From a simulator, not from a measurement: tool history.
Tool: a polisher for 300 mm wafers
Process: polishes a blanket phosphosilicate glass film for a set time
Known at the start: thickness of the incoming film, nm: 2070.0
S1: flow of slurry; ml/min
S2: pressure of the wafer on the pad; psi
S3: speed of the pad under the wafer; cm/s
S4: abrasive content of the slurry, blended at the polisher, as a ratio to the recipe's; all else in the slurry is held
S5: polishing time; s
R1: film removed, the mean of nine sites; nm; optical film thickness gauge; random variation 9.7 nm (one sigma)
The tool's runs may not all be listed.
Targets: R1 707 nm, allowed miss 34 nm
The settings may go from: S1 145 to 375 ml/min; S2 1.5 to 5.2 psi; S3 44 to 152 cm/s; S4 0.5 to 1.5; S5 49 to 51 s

{"run": 1, "hour": 0.0, "S1": 240, "S2": 3.3, "S3": 98, "S4": 1, "S5": 49, "R1": 433.33}
{"run": 2, "hour": 4.9, "S1": 240, "S2": 3.7, "S3": 100, "S4": 1, "S5": 49, "R1": 499.13}
{"run": 3, "hour": 11.8, "S1": 240, "S2": 3.7, "S3": 100, "S4": 1.15, "S5": 49, "R1": 523.68}
{"run": 4, "hour": 17.9, "S1": 240, "S2": 3.9, "S3": 100, "S4": 1.15, "S5": 49, "R1": 568.19}
{"run": 5, "hour": 24.6, "S1": 240, "S2": 4.1, "S3": 100, "S4": 1.15, "S5": 49, "R1": 578.59}
{"run": 6, "hour": 26.2, "S1": 240, "S2": 4.3, "S3": 100, "S4": 1.15, "S5": 49, "R1": 609.21}
{"run": 7, "hour": 30.5, "S1": 240, "S2": 4.4, "S3": 100, "S4": 1.15, "S5": 49, "R1": 614.47}
{"run": 8, "hour": 37.7, "S1": 240, "S2": 4.5, "S3": 100, "S4": 1.15, "S5": 49, "R1": 637.44}
{"run": 9, "hour": 45.2, "S1": 240, "S2": 4.6, "S3": 100, "S4": 1.15, "S5": 49, "R1": 661.4}

5 next moves are on the table. One of them brings every result within its allowed miss. Which?
{"run": "A", "hour": 52.7, "S1": 215, "S2": 4.4, "S3": 100, "S4": 1.25, "S5": 49, "R1": "?"}
{"run": "B", "hour": 52.7, "S1": 225, "S2": 4.5, "S3": 90, "S4": 1.1, "S5": 51, "R1": "?"}
{"run": "C", "hour": 52.7, "S1": 155, "S2": 4.2, "S3": 102, "S4": 1.3, "S5": 49, "R1": "?"}
{"run": "D", "hour": 52.7, "S1": 180, "S2": 5.1, "S3": 90, "S4": 1, "S5": 49, "R1": "?"}
{"run": "E", "hour": 52.7, "S1": 290, "S2": 4.9, "S3": 100, "S4": 1.15, "S5": 49, "R1": "?"}

move=A R1=667.65
move=B R1=632.59
move=C R1=621.38
move=D R1=628.16
move=E R1=736.58
A: nearer than the last run, and not there yet
B: further off than the last run
C: further off than the last run
D: further off than the last run
E: meets every target
The right move is E.

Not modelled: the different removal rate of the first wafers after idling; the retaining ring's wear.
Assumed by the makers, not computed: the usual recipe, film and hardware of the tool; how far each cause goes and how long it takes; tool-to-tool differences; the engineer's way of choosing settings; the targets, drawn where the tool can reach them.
